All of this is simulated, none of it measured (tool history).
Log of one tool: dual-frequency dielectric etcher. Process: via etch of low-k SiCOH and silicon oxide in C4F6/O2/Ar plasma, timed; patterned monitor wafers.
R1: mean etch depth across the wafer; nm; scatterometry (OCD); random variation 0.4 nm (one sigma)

Run 1, hour 0: source power (W) 380, bias power (W) 234, etch time (s) 53.5. Result: R1 152.98 nm.
Run 2, hour 3.8: source power (W) 360, bias power (W) 230, etch time (s) 53.5. Result: R1 148.53 nm.
Run 3, hour 12.6: source power (W) 360, bias power (W) 256, etch time (s) 53.5. Result: R1 154.2 nm.
Run 4, hour 21.3: source power (W) 340, bias power (W) 252, etch time (s) 53.5. Result: R1 149.23 nm.
Run 5, hour 28.3: source power (W) 340, bias power (W) 275, etch time (s) 53.5. Result: R1 153.17 nm.
Run 6, hour 36.2: source power (W) 320, bias power (W) 271, etch time (s) 53.5. Result: R1 149.06 nm.
Run 7, hour 40.5: source power (W) 310, bias power (W) 268, etch time (s) 53.5. Result: R1 146.3 nm.
Run 8, hour 42: source power (W) 260, bias power (W) 259, etch time (s) 53.5. Result: R1 133.67 nm.

Estimate the outcome of run 9 from the log above:
Run 9, hour 46.5: source power (W) 260, bias power (W) 260, etch time (s) 53.5. Result: R1 ?.

{"run 9": {"R1": 133.55}}
